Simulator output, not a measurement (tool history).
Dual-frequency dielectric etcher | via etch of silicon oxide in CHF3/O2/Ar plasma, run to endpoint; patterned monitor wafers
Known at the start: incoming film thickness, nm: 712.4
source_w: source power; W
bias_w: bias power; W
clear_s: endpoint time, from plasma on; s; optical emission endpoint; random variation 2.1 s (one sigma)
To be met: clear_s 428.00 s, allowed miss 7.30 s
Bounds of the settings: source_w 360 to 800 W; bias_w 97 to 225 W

run    day  source_w  bias_w  clear_s
  1  0.000       580     161   360.94
  2  0.217       670     161   344.75
  3  0.412       640     157   354.60
  4  0.642       640     141   361.95
  5  0.696       640     115   383.77
  6  0.725       740     115   361.36
  7  0.988       720     114   366.04
  8  1.021       700     113   373.33
  9  1.217       680     112   381.38
 10  1.362       680     112   374.58
 11  1.654       660     111   382.45
 12  2.004       640     110   386.07
 13  2.204       620     109   394.22
 14  2.246       610     108   397.51
 15  2.583       600     107   399.54
 16  2.608       590     106   402.27
 17  2.654       580     105   402.83
 18  2.750       570     104   411.82
 19  2.812       570     104   410.85

5 next moves are on the table. One of them brings every result within its allowed miss. Which?
  A  2.875       580     115        ?
  B  2.875       530      97        ?
  C  2.875       490      97        ?
  D  2.875       610      97        ?
  E  2.875       630     113        ?

move  clear_s
   A   397.11
   B   428.59
   C   441.03
   D   406.96
   E   387.00
A: further off than the last run
B: meets every target
C: takes the result that was furthest off past its target
D: further off than the last run
E: further off than the last run
Move B is the one to make.

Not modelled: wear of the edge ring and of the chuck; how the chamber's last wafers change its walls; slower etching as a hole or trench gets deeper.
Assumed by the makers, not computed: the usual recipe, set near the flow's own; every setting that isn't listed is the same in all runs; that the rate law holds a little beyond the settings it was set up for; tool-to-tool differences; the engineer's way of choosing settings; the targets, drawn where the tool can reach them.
